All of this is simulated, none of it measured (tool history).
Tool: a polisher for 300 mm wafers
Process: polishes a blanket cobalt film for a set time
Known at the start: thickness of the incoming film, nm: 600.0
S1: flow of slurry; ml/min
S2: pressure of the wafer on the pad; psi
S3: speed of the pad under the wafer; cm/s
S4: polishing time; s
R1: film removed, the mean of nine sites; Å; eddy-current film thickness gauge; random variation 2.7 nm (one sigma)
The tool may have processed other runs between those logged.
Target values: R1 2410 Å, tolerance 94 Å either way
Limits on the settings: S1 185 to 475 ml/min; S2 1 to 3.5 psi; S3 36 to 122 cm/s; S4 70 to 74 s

Run 1, day 0: S1 305 ml/min, S2 2.2 psi, S3 78 cm/s, S4 70 s. Result: R1 3116.6 Å.
Run 2, day 0.188: S1 305 ml/min, S2 2.1 psi, S3 78 cm/s, S4 70 s. Result: R1 3025.1 Å.
Run 3, day 0.242: S1 305 ml/min, S2 2.1 psi, S3 78 cm/s, S4 74 s. Result: R1 3160.6 Å.
Run 4, day 0.3: S1 305 ml/min, S2 2 psi, S3 78 cm/s, S4 74 s. Result: R1 3040.2 Å.
Run 5, day 0.575: S1 305 ml/min, S2 2.2 psi, S3 78 cm/s, S4 74 s. Result: R1 3346.6 Å.
Run 6, day 0.908: S1 305 ml/min, S2 2.5 psi, S3 78 cm/s, S4 74 s. Result: R1 3792.9 Å.
Run 7, day 0.979: S1 305 ml/min, S2 2.3 psi, S3 78 cm/s, S4 74 s. Result: R1 3475.4 Å.
Run 8, day 1.092: S1 305 ml/min, S2 1.7 psi, S3 76 cm/s, S4 74 s. Result: R1 2539.6 Å.

5 next moves are on the table. One of them brings every result within its allowed miss. Which?
Run A, day 1.204: S1 260 ml/min, S2 2 psi, S3 58 cm/s, S4 74 s. Result: R1 ?.
Run B, day 1.204: S1 280 ml/min, S2 1.8 psi, S3 74 cm/s, S4 70 s. Result: R1 ?.
Run C, day 1.204: S1 225 ml/min, S2 2.1 psi, S3 56 cm/s, S4 74 s. Result: R1 ?.
Run D, day 1.204: S1 275 ml/min, S2 1.5 psi, S3 80 cm/s, S4 71 s. Result: R1 ?.
Run E, day 1.204: S1 315 ml/min, S2 1.4 psi, S3 76 cm/s, S4 74 s. Result: R1 ?.

move      R1
   A  2264.4
   B  2463.8
   C  2262.9
   D  2258.7
   E  2121.3
A: the result that was furthest off in the last run now lies on the other side of its target
B: meets every target
C: the result that was furthest off in the last run now lies on the other side of its target
D: the result that was furthest off in the last run now lies on the other side of its target
E: the result that was furthest off in the last run now lies on the other side of its target
Go with B: it meets all targets.
